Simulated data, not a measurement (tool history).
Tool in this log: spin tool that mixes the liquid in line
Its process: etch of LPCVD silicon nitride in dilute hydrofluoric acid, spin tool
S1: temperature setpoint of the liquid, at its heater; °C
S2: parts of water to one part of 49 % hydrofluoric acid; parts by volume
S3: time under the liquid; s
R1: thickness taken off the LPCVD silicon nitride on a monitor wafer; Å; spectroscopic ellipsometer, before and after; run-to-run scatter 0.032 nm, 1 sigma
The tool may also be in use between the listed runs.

| run | hour | S1 | S2 | S3 | R1 |
|---|---|---|---|---|---|
| 1 | 0.0 | 26.0 | 75 | 65 | 5.1863 |
| 2 | 4.3 | 26.0 | 75 | 65 | 5.4165 |
| 3 | 11.6 | 24.5 | 75 | 65 | 4.8477 |
| 4 | 17.3 | 26.0 | 75 | 65 | 5.2493 |
| 5 | 24.2 | 27.0 | 65 | 65 | 6.5460 |
| 6 | 30.4 | 25.0 | 65 | 65 | 5.6438 |
| 7 | 35.2 | 26.5 | 60 | 65 | 7.0158 |

Forecast run 8:
| 8 | 44.1 | 27.5 | 55 | 65 | ? |

{"run 8": {"R1": 8.3344}}
